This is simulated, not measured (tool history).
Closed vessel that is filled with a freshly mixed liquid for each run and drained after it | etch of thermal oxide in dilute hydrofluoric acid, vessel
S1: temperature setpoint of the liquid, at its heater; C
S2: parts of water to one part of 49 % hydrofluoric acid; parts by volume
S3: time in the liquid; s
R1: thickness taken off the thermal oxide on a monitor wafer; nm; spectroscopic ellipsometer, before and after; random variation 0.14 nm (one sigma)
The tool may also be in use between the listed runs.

run,hour,S1,S2,S3,R1
1,0,22,80,240,12.992
2,1,25,80,240,14.519
3,4.4,25,60,240,20.017
4,6.2,26,60,240,20.904
5,9.7,27,60,240,21.704
6,13.3,27,45,240,29.686
7,16.2,27,45,240,29.676
8,19.1,25.5,45,240,27.907
9,23.3,24.5,45,240,26.766
10,27.6,23.5,45,240,25.621

The next listed run, before its measurement:
11,36.8,23,45,240,?

Run 11 gave R1 25.362 nm.

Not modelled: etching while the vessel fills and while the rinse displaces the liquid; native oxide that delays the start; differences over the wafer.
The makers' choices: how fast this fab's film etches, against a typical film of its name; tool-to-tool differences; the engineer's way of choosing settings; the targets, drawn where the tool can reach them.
